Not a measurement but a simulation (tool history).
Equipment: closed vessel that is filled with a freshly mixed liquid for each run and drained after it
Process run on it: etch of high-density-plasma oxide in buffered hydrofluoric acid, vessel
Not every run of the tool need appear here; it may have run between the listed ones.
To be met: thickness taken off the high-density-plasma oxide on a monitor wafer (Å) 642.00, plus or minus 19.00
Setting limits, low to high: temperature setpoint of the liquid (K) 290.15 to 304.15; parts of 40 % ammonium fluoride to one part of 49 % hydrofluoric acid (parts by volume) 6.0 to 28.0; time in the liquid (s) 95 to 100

run  hour  temperature setpoint of the liquid (K)  parts of 40 % ammonium fluoride to one part of 49 % hydrofluoric acid (parts by volume)  time in the liquid (s)  thickness taken off the high-density-plasma oxide on a monitor wafer (Å)
  1   0.0                                  296.15                                                                                     17.0                      95                                                                    867.55
  2   6.6                                  297.65                                                                                     17.0                      95                                                                    945.15
  3  12.1                                  295.65                                                                                     17.0                      95                                                                    853.21
  4  20.7                                  295.65                                                                                     18.5                      95                                                                    788.81
  5  29.6                                  294.15                                                                                     18.5                      95                                                                    725.92
  6  38.0                                  294.15                                                                                     18.5                     100                                                                    748.76
  7  45.7                                  293.15                                                                                     18.5                     100                                                                    711.28
  8  49.2                                  292.65                                                                                     18.5                     100                                                                    688.04

Of the 4 settings listed for the next run, only one would bring every result within its allowed miss of target. Which one?
  A  52.7                                  294.15                                                                                     19.0                      95                                                                         ?
  B  52.7                                  292.65                                                                                     20.5                      95                                                                         ?
  C  52.7                                  291.15                                                                                     18.5                      95                                                                         ?
  D  52.7                                  293.15                                                                                     19.5                      95                                                                         ?

move  thickness taken off the high-density-plasma oxide on a monitor wafer (Å)
   A                                                                    702.55
   B                                                                    603.60
   C                                                                    609.17
   D                                                                    647.48
A: the biggest miss grows against the last run
B: moves the result that the last run missed by most past its target, out the other side
C: moves the result that the last run missed by most past its target, out the other side
D: each result inside its tolerance
D is the move that brings every result within its allowed miss.
